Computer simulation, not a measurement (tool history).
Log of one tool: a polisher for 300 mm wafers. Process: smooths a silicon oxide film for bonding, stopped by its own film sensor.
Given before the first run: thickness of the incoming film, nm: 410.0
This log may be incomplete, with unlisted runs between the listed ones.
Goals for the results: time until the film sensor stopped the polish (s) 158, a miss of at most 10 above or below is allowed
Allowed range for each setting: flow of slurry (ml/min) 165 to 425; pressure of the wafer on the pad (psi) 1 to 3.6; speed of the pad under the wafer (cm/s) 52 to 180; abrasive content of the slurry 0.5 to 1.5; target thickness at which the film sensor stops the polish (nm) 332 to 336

| run | hour | flow of slurry (ml/min) | pressure of the wafer on the pad (psi) | speed of the pad under the wafer (cm/s) | abrasive content of the slurry | target thickness at which the film sensor stops the polish (nm) | time until the film sensor stopped the polish (s) |
|---|---|---|---|---|---|---|---|
| 1 | 0 | 275 | 2.3 | 116 | 1 | 336 | 75.579 |
| 2 | 1 | 275 | 2 | 110 | 1 | 336 | 89.804 |
| 3 | 3.9 | 275 | 2 | 130 | 1 | 336 | 80.774 |
| 4 | 8.5 | 275 | 1.8 | 122 | 1 | 336 | 91.395 |
| 5 | 13 | 275 | 1.6 | 114 | 1 | 336 | 111.43 |
| 6 | 21.2 | 275 | 1.6 | 114 | 1 | 336 | 108.18 |
| 7 | 26.8 | 275 | 1.5 | 112 | 1 | 336 | 120.25 |
| 8 | 29.6 | 275 | 1.4 | 112 | 1 | 336 | 127.96 |
| 9 | 34 | 275 | 1.4 | 112 | 1 | 336 | 127.35 |

Below are 5 possible settings for the next run. Only one of them brings all results inside the allowed miss of their targets. Which is it?
| A | 38.4 | 295 | 1.1 | 108 | 1.15 | 332 | ? |
| B | 38.4 | 365 | 1.2 | 126 | 1.05 | 332 | ? |
| C | 38.4 | 290 | 1.6 | 94 | 1 | 332 | ? |
| D | 38.4 | 290 | 1.4 | 108 | 1.1 | 332 | ? |
| E | 38.4 | 405 | 1.3 | 114 | 0.95 | 336 | ? |

| move | time until the film sensor stopped the polish (s) |
|---|---|
| A | 157.16 |
| B | 131.54 |
| C | 130.45 |
| D | 127.56 |
| E | 130.03 |
A: all results land within tolerance of their targets
B: an improvement on the last run, though not all results are within tolerance
C: an improvement on the last run, though not all results are within tolerance
D: just as far off the targets as the last run
E: an improvement on the last run, though not all results are within tolerance
The move that meets every target is A.
